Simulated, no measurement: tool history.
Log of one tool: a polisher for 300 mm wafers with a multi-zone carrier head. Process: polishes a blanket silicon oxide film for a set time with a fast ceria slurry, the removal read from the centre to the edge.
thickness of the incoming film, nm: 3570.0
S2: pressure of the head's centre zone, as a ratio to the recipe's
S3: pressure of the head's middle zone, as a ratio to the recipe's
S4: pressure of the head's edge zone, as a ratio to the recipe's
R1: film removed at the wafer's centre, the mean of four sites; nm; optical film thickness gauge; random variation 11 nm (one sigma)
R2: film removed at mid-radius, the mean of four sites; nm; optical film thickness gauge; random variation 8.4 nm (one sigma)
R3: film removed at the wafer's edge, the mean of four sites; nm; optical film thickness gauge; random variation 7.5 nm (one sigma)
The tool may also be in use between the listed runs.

Run 1, day 0: flow of slurry (ml/min) 245, S2 1, S3 1, S4 1, polishing time (s) 64. Result: R1 1046.8 nm, R2 1045.2 nm, R3 1049.4 nm.
Run 2, day 0.358: flow of slurry (ml/min) 240, S2 1, S3 0.99, S4 0.97, polishing time (s) 63. Result: R1 1019.8 nm, R2 1011 nm, R3 1020.4 nm.
Run 3, day 0.525: flow of slurry (ml/min) 240, S2 1, S3 1.03, S4 0.97, polishing time (s) 63. Result: R1 1040.6 nm, R2 1035.4 nm, R3 1008.2 nm.
Run 4, day 0.588: flow of slurry (ml/min) 235, S2 1, S3 1.02, S4 0.94, polishing time (s) 62. Result: R1 1024.2 nm, R2 1024.7 nm, R3 982.03 nm.
Run 5, day 0.812: flow of slurry (ml/min) 230, S2 1, S3 1.01, S4 0.92, polishing time (s) 61. Result: R1 985.24 nm, R2 986.94 nm, R3 937.09 nm.
Run 6, day 1.054: flow of slurry (ml/min) 220, S2 1.01, S3 1, S4 0.91, polishing time (s) 61. Result: R1 993 nm, R2 969.35 nm, R3 937.56 nm.
Run 7, day 1.325: flow of slurry (ml/min) 215, S2 1.01, S3 0.99, S4 0.9, polishing time (s) 61. Result: R1 986.81 nm, R2 966.94 nm, R3 927.46 nm.
Run 8, day 1.612: flow of slurry (ml/min) 210, S2 1.01, S3 0.98, S4 0.89, polishing time (s) 61. Result: R1 972.46 nm, R2 953.5 nm, R3 924.99 nm.
Run 9, day 1.883: flow of slurry (ml/min) 205, S2 1.01, S3 0.97, S4 0.88, polishing time (s) 61. Result: R1 991.99 nm, R2 952.83 nm, R3 917.97 nm.

Run 10 comes next. What will it give?
Run 10, day 2.171: flow of slurry (ml/min) 200, S2 1.01, S3 0.96, S4 0.87, polishing time (s) 61. Result: R1 ?, R2 ?, R3 ?.

{"run 10": {"R1": 997.58, "R2": 919.87, "R3": 916.74}}

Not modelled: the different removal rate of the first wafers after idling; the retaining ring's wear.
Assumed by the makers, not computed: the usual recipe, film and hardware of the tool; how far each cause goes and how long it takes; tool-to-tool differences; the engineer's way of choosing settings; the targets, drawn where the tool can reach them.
